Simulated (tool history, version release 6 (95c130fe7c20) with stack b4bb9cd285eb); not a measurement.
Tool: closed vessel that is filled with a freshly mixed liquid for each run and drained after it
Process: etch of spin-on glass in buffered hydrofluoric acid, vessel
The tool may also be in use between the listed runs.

run  hour  temperature setpoint of the liquid (C)  parts of 40 % ammonium fluoride to one part of 49 % hydrofluoric acid (parts by volume)  time in the liquid (s)  thickness taken off the spin-on glass on a monitor wafer (Å)
  1     0                                      23                                                                                     11.5                      95                                                        2762.1
  2   4.4                                      21                                                                                       13                      95                                                        2209.7
  3   7.4                                      19                                                                                       13                      95                                                        1946.6
  4  12.1                                    18.5                                                                                     13.5                      95                                                        1860.3
  5  17.9                                    18.5                                                                                     13.5                     105                                                        2046.4
  6  19.5                                      18                                                                                     14.5                     105                                                        1834.5
  7  24.2                                    17.5                                                                                       15                     105                                                        1707.3
  8  29.7                                      17                                                                                     16.5                     105                                                        1532.5
     34.6  -- hydrofluoric acid flow meter replaced
  9  34.6                                      17                                                                                       17                     105                                                        1342.5
 10  41.9                                    17.5                                                                                       17                     105                                                        1359.4

Run 11 comes next. What will it give?
 11  43.9                                      18                                                                                       17                     105                                                             ?

Run 11 gave thickness taken off the spin-on glass on a monitor wafer (Å) 1393.3.
